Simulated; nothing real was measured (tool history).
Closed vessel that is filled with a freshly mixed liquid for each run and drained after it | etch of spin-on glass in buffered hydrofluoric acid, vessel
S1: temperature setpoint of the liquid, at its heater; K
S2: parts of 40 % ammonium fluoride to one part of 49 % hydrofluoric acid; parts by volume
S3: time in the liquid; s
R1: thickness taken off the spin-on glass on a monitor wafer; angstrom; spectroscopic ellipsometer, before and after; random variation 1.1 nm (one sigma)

run	hour	S1	S2	S3	R1
1	0.0	296.15	16.0	35	1124.90
2	4.6	296.15	16.0	30	964.84
3	12.2	297.15	15.5	30	1061.20
4	13.4	298.15	15.0	30	1155.70
5	16.4	298.15	17.5	30	980.68
6	20.3	299.15	16.5	30	1104.10
# hour 24.0: thermometer replaced
7	24.0	300.15	16.0	30	1066.00

Run 8 comes next. What will it give?
8	32.2	300.15	14.5	30	?

{"run 8": {"R1": 1173.7}}

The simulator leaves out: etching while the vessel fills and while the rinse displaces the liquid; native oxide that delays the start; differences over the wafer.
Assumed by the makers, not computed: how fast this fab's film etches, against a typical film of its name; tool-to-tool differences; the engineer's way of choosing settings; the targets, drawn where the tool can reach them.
